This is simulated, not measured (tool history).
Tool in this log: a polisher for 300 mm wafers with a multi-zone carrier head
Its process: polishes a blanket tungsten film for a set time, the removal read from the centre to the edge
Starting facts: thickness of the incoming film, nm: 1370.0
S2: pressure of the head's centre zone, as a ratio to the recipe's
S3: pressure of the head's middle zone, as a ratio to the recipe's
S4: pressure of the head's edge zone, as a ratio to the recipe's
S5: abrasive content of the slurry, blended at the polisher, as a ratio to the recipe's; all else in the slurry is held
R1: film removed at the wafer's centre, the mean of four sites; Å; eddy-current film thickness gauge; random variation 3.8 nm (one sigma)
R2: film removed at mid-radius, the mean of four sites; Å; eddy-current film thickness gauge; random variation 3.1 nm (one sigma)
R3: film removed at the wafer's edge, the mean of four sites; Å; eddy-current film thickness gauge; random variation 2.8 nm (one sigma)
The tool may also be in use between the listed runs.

run 1 hour=0 | flow_of_slurry_(ml/min)=315 S2=1 S3=1 S4=1 S5=1 polishing_time_(s)=79 | R1=4980 R2=5079.3 R3=4829.8
run 2 hour=4.9 | flow_of_slurry_(ml/min)=315 S2=0.99 S3=0.99 S4=0.99 S5=0.95 polishing_time_(s)=76 | R1=4672.2 R2=4816 R3=4583.2
run 3 hour=10.4 | flow_of_slurry_(ml/min)=315 S2=0.99 S3=0.98 S4=0.98 S5=0.9 polishing_time_(s)=73 | R1=4431.9 R2=4503.9 R3=4261.2
run 4 hour=13 | flow_of_slurry_(ml/min)=315 S2=0.98 S3=0.96 S4=0.97 S5=0.85 polishing_time_(s)=71 | R1=4245.1 R2=4328.3 R3=4163.9
run 5 hour=13.6 | flow_of_slurry_(ml/min)=315 S2=1.01 S3=0.96 S4=0.97 S5=0.85 polishing_time_(s)=71 | R1=4402.2 R2=4346 R3=4200
run 6 hour=22.5 | flow_of_slurry_(ml/min)=315 S2=1 S3=0.95 S4=0.96 S5=0.8 polishing_time_(s)=69 | R1=4144.2 R2=4148 R3=4014.3
run 7 hour=27.7 | flow_of_slurry_(ml/min)=315 S2=1 S3=0.94 S4=0.95 S5=0.75 polishing_time_(s)=67 | R1=3881 R2=4010.2 R3=3862.7
run 8 hour=28.6 | flow_of_slurry_(ml/min)=315 S2=1.01 S3=0.93 S4=0.94 S5=0.7 polishing_time_(s)=65 | R1=3808.4 R2=3852.6 R3=3594.1

What does the tool deliver on the next run?
run 9 hour=36.5 | flow_of_slurry_(ml/min)=315 S2=1.01 S3=0.92 S4=0.94 S5=0.7 polishing_time_(s)=64 | R1=? R2=? R3=?

Run 9 produced R1 3802.6 Å, R2 3674.8 Å, R3 3625.9 Å.
